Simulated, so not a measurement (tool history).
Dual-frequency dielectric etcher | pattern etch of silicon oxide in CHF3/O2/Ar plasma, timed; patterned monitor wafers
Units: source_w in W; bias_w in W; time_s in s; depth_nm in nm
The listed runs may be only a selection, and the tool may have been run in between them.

run  hour  source_w  bias_w  time_s  depth_nm
  1   0.0       870     160   392.5    789.04
  2   1.4       950     164   392.5    818.34
  3   8.7       950     140   392.5    784.78
  4  14.5       950     140   392.5    788.64
  5  19.2       950     159   392.5    818.53
  6  20.3       950     159   363.0    746.50
  7  28.0      1010     172   371.0    807.14
  8  34.5      1050     180   375.0    841.91

Run 9 is up next; what results do you expect?
  9  40.2      1080     184   377.0         ?

Run 9 produced depth_nm 850.59 nm.

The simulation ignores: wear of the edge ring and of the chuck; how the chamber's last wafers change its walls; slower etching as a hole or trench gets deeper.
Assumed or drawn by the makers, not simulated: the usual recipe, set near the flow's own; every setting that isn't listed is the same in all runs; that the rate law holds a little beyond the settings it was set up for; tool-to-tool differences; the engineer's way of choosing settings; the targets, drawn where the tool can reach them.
